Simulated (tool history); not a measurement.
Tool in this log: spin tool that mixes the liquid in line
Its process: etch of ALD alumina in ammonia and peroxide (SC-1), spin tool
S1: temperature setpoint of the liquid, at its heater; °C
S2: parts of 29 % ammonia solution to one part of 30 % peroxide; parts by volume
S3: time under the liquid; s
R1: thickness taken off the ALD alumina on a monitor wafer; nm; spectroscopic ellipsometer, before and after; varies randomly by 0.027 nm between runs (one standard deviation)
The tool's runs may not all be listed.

run 1 hour=0 | S1=51 S2=0.5 S3=160 | R1=10.573
run 2 hour=1.6 | S1=51 S2=0.5 S3=170 | R1=11.361
run 3 hour=10.2 | S1=49.5 S2=0.5 S3=170 | R1=10.398
run 4 hour=18.1 | S1=48 S2=0.5 S3=170 | R1=9.4975
-- hour=27 ammonia flow meter replaced
run 5 hour=27 | S1=48 S2=0.5 S3=160 | R1=8.9022
run 6 hour=35.6 | S1=46.5 S2=0.5 S3=160 | R1=8.1753
run 7 hour=44.4 | S1=45.5 S2=0.5 S3=160 | R1=7.7603
run 8 hour=51.3 | S1=44.5 S2=0.5 S3=160 | R1=7.2909

Run 9 has not been measured yet. What should we expect?
run 9 hour=52.2 | S1=43.5 S2=0.5 S3=160 | R1=?

Run 9 measured R1 6.8948 nm.
